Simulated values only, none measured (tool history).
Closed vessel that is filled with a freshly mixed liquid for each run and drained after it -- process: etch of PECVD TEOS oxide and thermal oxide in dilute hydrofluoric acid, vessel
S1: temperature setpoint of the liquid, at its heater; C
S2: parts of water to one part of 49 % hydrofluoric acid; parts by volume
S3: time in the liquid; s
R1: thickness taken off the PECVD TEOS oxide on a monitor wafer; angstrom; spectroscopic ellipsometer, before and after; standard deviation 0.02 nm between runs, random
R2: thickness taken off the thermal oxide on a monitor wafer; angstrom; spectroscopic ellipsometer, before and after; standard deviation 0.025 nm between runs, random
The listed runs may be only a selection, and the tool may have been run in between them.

run	hour	S1	S2	S3	R1	R2
1	0	20	115	120	60.644	35.399
2	2.6	20	115	145	73.084	42.972
3	4.5	22	115	145	78.771	46.546
4	6.5	20.5	125	145	67.837	40.187
5	8.5	19.5	135	145	59.427	35.255
6	13.9	22	135	145	66.129	39.283
7	16.5	20.5	140	145	59.884	35.767

What does the tool deliver on the next run?
8	23.9	19.5	145	145	?	?

R1: 55.16 angstrom
R2: 32.503 angstrom
